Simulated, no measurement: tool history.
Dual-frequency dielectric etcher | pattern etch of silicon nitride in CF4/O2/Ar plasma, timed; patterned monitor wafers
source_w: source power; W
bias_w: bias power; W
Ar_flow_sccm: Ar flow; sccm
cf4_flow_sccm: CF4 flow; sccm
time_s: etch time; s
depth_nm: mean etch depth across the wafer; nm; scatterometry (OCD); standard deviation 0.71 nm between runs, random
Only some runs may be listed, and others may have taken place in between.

{"run": 1, "hour": 0.0, "source_w": 480, "bias_w": 52, "Ar_flow_sccm": 96, "cf4_flow_sccm": 104, "time_s": 170.5, "depth_nm": 301.92}
{"run": 2, "hour": 7.0, "source_w": 460, "bias_w": 52, "Ar_flow_sccm": 96, "cf4_flow_sccm": 104, "time_s": 170.5, "depth_nm": 289.78}
{"run": 3, "hour": 15.4, "source_w": 440, "bias_w": 52, "Ar_flow_sccm": 96, "cf4_flow_sccm": 104, "time_s": 170.5, "depth_nm": 278.8}
{"run": 4, "hour": 18.1, "source_w": 440, "bias_w": 52, "Ar_flow_sccm": 84, "cf4_flow_sccm": 104, "time_s": 170.5, "depth_nm": 279.93}
{"run": 5, "hour": 23.5, "source_w": 440, "bias_w": 52, "Ar_flow_sccm": 84, "cf4_flow_sccm": 116, "time_s": 170.5, "depth_nm": 283.62}
{"run": 6, "hour": 26.8, "source_w": 420, "bias_w": 52, "Ar_flow_sccm": 84, "cf4_flow_sccm": 116, "time_s": 170.5, "depth_nm": 272.86}

What does the tool deliver on the next run?
{"run": 7, "hour": 28.5, "source_w": 400, "bias_w": 52, "Ar_flow_sccm": 84, "cf4_flow_sccm": 116, "time_s": 170.5, "depth_nm": "?"}

{"run 7": {"depth_nm": 257.75}}

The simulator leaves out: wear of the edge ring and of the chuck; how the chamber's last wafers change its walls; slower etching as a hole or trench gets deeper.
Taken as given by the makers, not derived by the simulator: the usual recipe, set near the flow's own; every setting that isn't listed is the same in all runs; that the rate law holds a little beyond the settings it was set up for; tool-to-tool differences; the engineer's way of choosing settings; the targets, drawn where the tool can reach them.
